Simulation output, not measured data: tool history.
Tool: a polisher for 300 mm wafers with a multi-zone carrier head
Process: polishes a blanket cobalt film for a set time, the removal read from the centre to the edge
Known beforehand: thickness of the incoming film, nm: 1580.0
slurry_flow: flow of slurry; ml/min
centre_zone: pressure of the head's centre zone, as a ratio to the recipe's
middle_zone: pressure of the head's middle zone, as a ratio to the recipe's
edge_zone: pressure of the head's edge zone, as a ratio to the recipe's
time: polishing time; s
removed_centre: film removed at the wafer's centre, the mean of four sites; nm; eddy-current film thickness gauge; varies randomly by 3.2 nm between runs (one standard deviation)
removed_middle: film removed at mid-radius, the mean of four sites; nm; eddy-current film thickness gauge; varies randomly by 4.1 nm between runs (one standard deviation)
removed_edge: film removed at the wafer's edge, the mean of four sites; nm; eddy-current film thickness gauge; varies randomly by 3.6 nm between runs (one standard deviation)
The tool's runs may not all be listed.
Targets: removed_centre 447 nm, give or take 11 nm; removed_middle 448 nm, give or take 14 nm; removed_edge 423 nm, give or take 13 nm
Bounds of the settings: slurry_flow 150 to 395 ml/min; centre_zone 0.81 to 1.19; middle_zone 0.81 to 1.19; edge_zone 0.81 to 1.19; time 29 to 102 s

run  hour  slurry_flow  centre_zone  middle_zone  edge_zone  time  removed_centre  removed_middle  removed_edge
  1     0          250            1            1          1    65          342.47          352.21        344.61
  2   4.8          250            1         0.91          1    65          337.56          323.42        344.47
  3   8.3          260         1.02         0.95       1.02    66          353.69          339.68        364.11
  4  12.3          260         1.02         0.91       1.02    66          352.47          330.11        351.82
  5  19.3          260         1.02         0.84       1.02    66          355.76          307.41        352.94
  6  23.4          270         1.04         0.89       1.03    67          370.13          329.42        367.78
  7  30.2          280         1.06         0.94       1.03    67          376.55          347.67         366.4
  8  34.6          335         1.16         1.04       1.13    74          468.27          417.91           429
  9  42.4          335         1.15         1.05       1.13    74          459.87          426.77        430.97
 10  50.4          335         1.15         1.05       1.13    74          467.15          427.46        427.58
 11    56          335         1.14         1.06       1.13    74          459.32          429.02        427.56

Which single option among these 4 for the next run brings every result within its allowed miss of target? Just one does.
  A  61.6          380         1.14         1.02       1.14    73               ?               ?             ?
  B  61.6          295         1.18         1.06        1.1    72               ?               ?             ?
  C  61.6          280         1.13         1.12       1.12    74               ?               ?             ?
  D  61.6          345         1.14         1.08       1.12    77               ?               ?             ?

move  removed_centre  removed_middle  removed_edge
   A          455.91          417.18        425.73
   B          454.19          416.03        405.39
   C          445.24          446.03        418.53
   D          477.06          458.46        442.06
A: its largest miss is bigger than the last run's
B: its largest miss is bigger than the last run's
C: every result within its allowed miss
D: the worst result of the last run now meets its target, but another is out of spec
The right move is C.
